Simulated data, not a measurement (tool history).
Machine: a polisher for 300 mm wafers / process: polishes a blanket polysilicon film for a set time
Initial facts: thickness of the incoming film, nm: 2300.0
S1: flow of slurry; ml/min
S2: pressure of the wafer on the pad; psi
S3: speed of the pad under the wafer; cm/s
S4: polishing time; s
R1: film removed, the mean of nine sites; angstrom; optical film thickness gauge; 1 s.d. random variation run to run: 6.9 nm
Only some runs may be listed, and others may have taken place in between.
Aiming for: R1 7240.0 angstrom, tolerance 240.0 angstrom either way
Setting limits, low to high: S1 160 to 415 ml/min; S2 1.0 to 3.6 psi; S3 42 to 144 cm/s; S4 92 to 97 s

run	hour	S1	S2	S3	S4	R1
1	0.0	265	2.3	92	92	4495.5
2	5.1	330	2.3	92	92	4599.2
3	13.1	330	2.3	72	92	3715.3
4	18.3	330	2.6	74	92	4313.5
5	22.0	330	2.8	76	92	4684.9
# hour 27.2: worn pad replaced by a new one
6	27.2	370	2.8	76	92	5186.8
7	32.2	380	2.9	76	92	5450.0
8	40.3	385	3.0	76	92	5566.8
9	47.3	390	3.1	76	92	5691.2

Pick the move, out of 5, that brings all results within their allowed miss; only one does.
A	54.3	350	3.0	52	92	?
B	54.3	415	3.4	92	97	?
C	54.3	415	3.6	78	97	?
D	54.3	400	3.3	94	97	?
E	54.3	365	3.4	98	92	?

move	R1
A	4076.4
B	7914.7
C	7259.0
D	7814.8
E	7869.6
A: moves away from the targets compared with the last run
B: moves the result that the last run missed by most past its target, out the other side
C: in spec on every target
D: moves the result that the last run missed by most past its target, out the other side
E: moves the result that the last run missed by most past its target, out the other side
Move C is the one to make.
